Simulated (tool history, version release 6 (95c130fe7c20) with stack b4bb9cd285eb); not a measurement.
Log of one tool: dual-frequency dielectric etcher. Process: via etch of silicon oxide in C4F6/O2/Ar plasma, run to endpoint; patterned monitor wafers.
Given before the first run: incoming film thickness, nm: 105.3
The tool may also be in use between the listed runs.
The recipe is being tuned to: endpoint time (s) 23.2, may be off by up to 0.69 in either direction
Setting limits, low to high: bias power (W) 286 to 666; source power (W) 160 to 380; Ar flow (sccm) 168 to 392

Run 1, hour 0: bias power (W) 476, source power (W) 270, Ar flow (sccm) 280. Result: endpoint time (s) 27.068.
Run 2, hour 2.7: bias power (W) 476, source power (W) 300, Ar flow (sccm) 280. Result: endpoint time (s) 26.12.
Run 3, hour 9.3: bias power (W) 491, source power (W) 300, Ar flow (sccm) 279. Result: endpoint time (s) 25.868.
Run 4, hour 13.9: bias power (W) 505, source power (W) 300, Ar flow (sccm) 278. Result: endpoint time (s) 25.233.
Run 5, hour 15.8: bias power (W) 505, source power (W) 300, Ar flow (sccm) 260. Result: endpoint time (s) 25.004.
Run 6, hour 16.4: bias power (W) 514, source power (W) 300, Ar flow (sccm) 259. Result: endpoint time (s) 25.26.
Run 7, hour 16.9: bias power (W) 525, source power (W) 300, Ar flow (sccm) 259. Result: endpoint time (s) 24.512.
Run 8, hour 19.7: bias power (W) 531, source power (W) 300, Ar flow (sccm) 259. Result: endpoint time (s) 24.52.
Run 9, hour 23.6: bias power (W) 538, source power (W) 300, Ar flow (sccm) 259. Result: endpoint time (s) 24.243.
Run 10, hour 27.5: bias power (W) 543, source power (W) 300, Ar flow (sccm) 259. Result: endpoint time (s) 24.334.
Run 11, hour 33.9: bias power (W) 549, source power (W) 300, Ar flow (sccm) 259. Result: endpoint time (s) 23.945.

Which of these 5 next moves meets every target?
Run A, hour 40.3: bias power (W) 494, source power (W) 320, Ar flow (sccm) 288. Result: endpoint time (s) ?.
Run B, hour 40.3: bias power (W) 570, source power (W) 310, Ar flow (sccm) 242. Result: endpoint time (s) ?.
Run C, hour 40.3: bias power (W) 538, source power (W) 270, Ar flow (sccm) 256. Result: endpoint time (s) ?.
Run D, hour 40.3: bias power (W) 551, source power (W) 290, Ar flow (sccm) 286. Result: endpoint time (s) ?.
Run E, hour 40.3: bias power (W) 540, source power (W) 270, Ar flow (sccm) 273. Result: endpoint time (s) ?.

move  endpoint time (s)
   A             25.157
   B             23.349
   C             25.537
   D              24.82
   E             25.669
A: moves away from the targets compared with the last run
B: each result inside its tolerance
C: moves away from the targets compared with the last run
D: moves away from the targets compared with the last run
E: moves away from the targets compared with the last run
Move B is the one to make.
